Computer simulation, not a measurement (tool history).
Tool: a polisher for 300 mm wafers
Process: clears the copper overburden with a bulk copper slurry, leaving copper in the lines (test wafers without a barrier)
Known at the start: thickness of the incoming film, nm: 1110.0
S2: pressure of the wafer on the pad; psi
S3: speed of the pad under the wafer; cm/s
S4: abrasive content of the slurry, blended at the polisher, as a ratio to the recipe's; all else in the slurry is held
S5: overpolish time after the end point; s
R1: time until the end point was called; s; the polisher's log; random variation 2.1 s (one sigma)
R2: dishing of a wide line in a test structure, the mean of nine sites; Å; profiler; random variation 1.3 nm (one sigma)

run 1 hour=0 | flow_of_slurry_(ml/min)=135 S2=2.4 S3=126 S4=1 S5=15 | R1=131.26 R2=740.71
run 2 hour=4.1 | flow_of_slurry_(ml/min)=130 S2=2.2 S3=124 S4=1 S5=17 | R1=143.68 R2=787.03
run 3 hour=6 | flow_of_slurry_(ml/min)=105 S2=2.2 S3=124 S4=1 S5=17 | R1=154.39 R2=734.63
run 4 hour=14.5 | flow_of_slurry_(ml/min)=105 S2=2.2 S3=124 S4=1 S5=21 | R1=149.64 R2=854.57
run 5 hour=23.4 | flow_of_slurry_(ml/min)=100 S2=2.1 S3=124 S4=1 S5=22 | R1=158.77 R2=878.91
run 6 hour=30.9 | flow_of_slurry_(ml/min)=100 S2=2.1 S3=124 S4=1.2 S5=22 | R1=156.09 R2=865.83

Run 7 comes next. What will it give?
run 7 hour=39 | flow_of_slurry_(ml/min)=95 S2=2 S3=124 S4=1.2 S5=22 | R1=? R2=?

R1: 159.85 s
R2: 829.42 Å

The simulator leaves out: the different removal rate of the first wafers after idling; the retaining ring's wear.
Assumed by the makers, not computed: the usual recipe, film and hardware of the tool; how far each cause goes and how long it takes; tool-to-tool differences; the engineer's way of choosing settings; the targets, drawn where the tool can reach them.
